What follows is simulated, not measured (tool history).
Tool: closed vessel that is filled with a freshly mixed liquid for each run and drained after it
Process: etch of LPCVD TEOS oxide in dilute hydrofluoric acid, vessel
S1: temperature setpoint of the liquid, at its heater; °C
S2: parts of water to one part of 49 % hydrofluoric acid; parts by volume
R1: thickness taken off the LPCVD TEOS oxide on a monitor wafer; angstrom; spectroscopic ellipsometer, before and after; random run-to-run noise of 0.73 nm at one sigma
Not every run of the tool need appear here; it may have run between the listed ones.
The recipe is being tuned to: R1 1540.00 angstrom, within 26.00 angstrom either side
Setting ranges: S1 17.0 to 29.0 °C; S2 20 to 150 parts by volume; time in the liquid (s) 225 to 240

run 1 hour=0.0 | S1=21.0 S2=85 time_in_the_liquid_(s)=225 | R1=712.35
run 2 hour=4.9 | S1=21.0 S2=85 time_in_the_liquid_(s)=240 | R1=761.46
run 3 hour=8.2 | S1=23.0 S2=80 time_in_the_liquid_(s)=240 | R1=883.58
run 4 hour=10.9 | S1=24.5 S2=75 time_in_the_liquid_(s)=240 | R1=1013.40
run 5 hour=19.8 | S1=25.5 S2=70 time_in_the_liquid_(s)=240 | R1=1118.70
run 6 hour=26.5 | S1=26.5 S2=65 time_in_the_liquid_(s)=240 | R1=1289.40
run 7 hour=28.3 | S1=27.0 S2=65 time_in_the_liquid_(s)=240 | R1=1291.60
run 8 hour=34.3 | S1=27.5 S2=65 time_in_the_liquid_(s)=240 | R1=1329.90
run 9 hour=42.3 | S1=28.0 S2=65 time_in_the_liquid_(s)=240 | R1=1357.00
run 10 hour=49.6 | S1=28.5 S2=60 time_in_the_liquid_(s)=240 | R1=1508.60

Which one of the following 4 next-run settings gets every result inside its allowed miss? There is exactly one.
run A hour=56.9 | S1=25.0 S2=50 time_in_the_liquid_(s)=240 | R1=?
run B hour=56.9 | S1=28.0 S2=55 time_in_the_liquid_(s)=240 | R1=?
run C hour=56.9 | S1=27.5 S2=55 time_in_the_liquid_(s)=240 | R1=?
run D hour=56.9 | S1=29.0 S2=60 time_in_the_liquid_(s)=240 | R1=?

move=A R1=1572.80
move=B R1=1602.10
move=C R1=1570.50
move=D R1=1516.50
A: takes the biggest miss from the last run beyond its target
B: takes the biggest miss from the last run beyond its target
C: takes the biggest miss from the last run beyond its target
D: hits every target within its allowed miss
The move that meets every target is D.
